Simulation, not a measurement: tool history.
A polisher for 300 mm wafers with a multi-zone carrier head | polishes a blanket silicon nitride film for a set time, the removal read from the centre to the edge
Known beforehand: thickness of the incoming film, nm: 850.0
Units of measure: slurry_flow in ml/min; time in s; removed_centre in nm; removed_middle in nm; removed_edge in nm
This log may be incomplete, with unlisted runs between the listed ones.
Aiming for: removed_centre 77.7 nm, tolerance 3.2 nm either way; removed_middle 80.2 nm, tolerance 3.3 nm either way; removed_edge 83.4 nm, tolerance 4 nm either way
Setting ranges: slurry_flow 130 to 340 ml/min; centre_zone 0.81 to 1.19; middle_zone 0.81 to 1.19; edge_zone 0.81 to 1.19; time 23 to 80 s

run	hour	slurry_flow	centre_zone	middle_zone	edge_zone	time	removed_centre	removed_middle	removed_edge
1	0	220	1	1	1	51	60.85	62.479	61.13
2	5.3	220	1	1	1	59	69.669	72.468	72.242
3	11.3	225	1	1	1.02	60	71.741	73.221	74.368
4	17.9	195	1	1	1.02	60	70.434	72.534	71.593
5	21.6	170	1	1	1.02	60	68.833	70.736	72.457
6	22.7	170	1	1	0.96	60	67.601	70.672	70.253
7	28.8	175	1	1	0.98	61	68.44	71.393	71.952
8	37.6	190	1.03	1.03	1.08	68	81.612	81.291	83.04

Pick the move, out of 4, that brings all results within their allowed miss; only one does.
A	46.4	165	1.11	0.97	1.11	72	?	?	?
B	46.4	180	1.14	1.09	1.14	68	?	?	?
C	46.4	190	1.02	1.02	1.12	66	?	?	?
D	46.4	135	1.02	1.15	1.16	70	?	?	?

move	removed_centre	removed_middle	removed_edge
A	92.988	80.226	89.136
B	92.015	85.053	86.195
C	80.67	78.825	83.613
D	78.858	86.08	85.427
A: its largest miss is bigger than the last run's
B: its largest miss is bigger than the last run's
C: hits every target within its allowed miss
D: meets the target for the result that was furthest off, but another lies outside its allowed miss
Move C is the one to make.
